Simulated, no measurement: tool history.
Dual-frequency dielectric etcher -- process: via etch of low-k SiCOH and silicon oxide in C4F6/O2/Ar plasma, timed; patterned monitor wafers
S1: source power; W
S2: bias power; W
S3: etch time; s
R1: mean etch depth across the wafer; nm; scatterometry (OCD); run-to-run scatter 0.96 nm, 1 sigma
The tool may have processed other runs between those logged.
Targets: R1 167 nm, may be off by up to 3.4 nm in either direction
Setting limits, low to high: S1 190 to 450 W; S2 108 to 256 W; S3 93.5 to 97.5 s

run  hour   S1   S2    S3      R1
  1     0  320  182  93.5  220.73
  2     5  310  175  93.5  214.45
  3  10.5  310  175  93.5  213.89
  4  17.7  310  175  97.5  222.22
  5  22.6  300  170  97.5  218.58
  6  24.4  320  170  97.5  224.49
  7  28.8  310  164  97.5  216.94
  8  37.1  300  160  97.5  213.31
     42.1  -- source power generator calibrated
  9  42.1  290  155  97.5  205.36

Which one of the following 4 next-run settings gets every result inside its allowed miss? There is exactly one.
  A  47.1  240  145  93.5   ?
  B  47.1  250  140    95   ?
  C  47.1  270  122    94   ?
  D  47.1  210  149    96   ?

move      R1
   A  172.55
   B  176.89
   C  173.93
   D  166.94
A: nearer than the last run, and not there yet
B: nearer than the last run, and not there yet
C: nearer than the last run, and not there yet
D: every result within its allowed miss
Move D is the one to make.
